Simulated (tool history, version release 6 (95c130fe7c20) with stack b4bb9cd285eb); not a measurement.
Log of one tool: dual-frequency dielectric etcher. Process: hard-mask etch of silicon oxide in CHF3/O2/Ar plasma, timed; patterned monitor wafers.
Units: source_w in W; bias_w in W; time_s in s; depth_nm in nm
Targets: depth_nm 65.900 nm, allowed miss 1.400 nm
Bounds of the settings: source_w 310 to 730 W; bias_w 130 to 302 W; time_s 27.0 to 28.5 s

{"run": 1, "hour": 0.0, "source_w": 520, "bias_w": 216, "time_s": 27.0, "depth_nm": 59.309}
{"run": 2, "hour": 2.0, "source_w": 530, "bias_w": 217, "time_s": 27.0, "depth_nm": 60.186}
{"run": 3, "hour": 9.8, "source_w": 530, "bias_w": 199, "time_s": 27.0, "depth_nm": 58.065}
{"run": 4, "hour": 17.8, "source_w": 530, "bias_w": 231, "time_s": 27.0, "depth_nm": 60.85}
{"run": 5, "hour": 25.0, "source_w": 540, "bias_w": 232, "time_s": 27.0, "depth_nm": 61.876}
{"run": 6, "hour": 32.5, "source_w": 540, "bias_w": 232, "time_s": 27.0, "depth_nm": 61.494}
{"run": 7, "hour": 33.9, "source_w": 550, "bias_w": 233, "time_s": 27.0, "depth_nm": 61.879}
{"run": 8, "hour": 38.0, "source_w": 560, "bias_w": 234, "time_s": 27.0, "depth_nm": 62.277}
{"run": 9, "hour": 39.5, "source_w": 570, "bias_w": 235, "time_s": 27.0, "depth_nm": 63.003}
{"run": 10, "hour": 48.2, "source_w": 580, "bias_w": 236, "time_s": 27.0, "depth_nm": 63.405}
{"run": 11, "hour": 55.6, "source_w": 580, "bias_w": 237, "time_s": 27.0, "depth_nm": 63.31}
{"run": 12, "hour": 61.4, "source_w": 590, "bias_w": 238, "time_s": 27.0, "depth_nm": 63.932}
{"run": 13, "hour": 64.0, "source_w": 590, "bias_w": 239, "time_s": 27.0, "depth_nm": 64.103}

Which of these 5 next moves meets every target?
{"run": "A", "hour": 66.6, "source_w": 560, "bias_w": 233, "time_s": 28.5, "depth_nm": "?"}
{"run": "B", "hour": 66.6, "source_w": 520, "bias_w": 259, "time_s": 27.0, "depth_nm": "?"}
{"run": "C", "hour": 66.6, "source_w": 560, "bias_w": 214, "time_s": 28.0, "depth_nm": "?"}
{"run": "D", "hour": 66.6, "source_w": 470, "bias_w": 253, "time_s": 27.0, "depth_nm": "?"}
{"run": "E", "hour": 66.6, "source_w": 460, "bias_w": 248, "time_s": 27.5, "depth_nm": "?"}

move=A depth_nm=66.056
move=B depth_nm=63.399
move=C depth_nm=63.055
move=D depth_nm=60.925
move=E depth_nm=61.213
A: meets every target
B: further off than the last run
C: further off than the last run
D: further off than the last run
E: further off than the last run
Answer: A
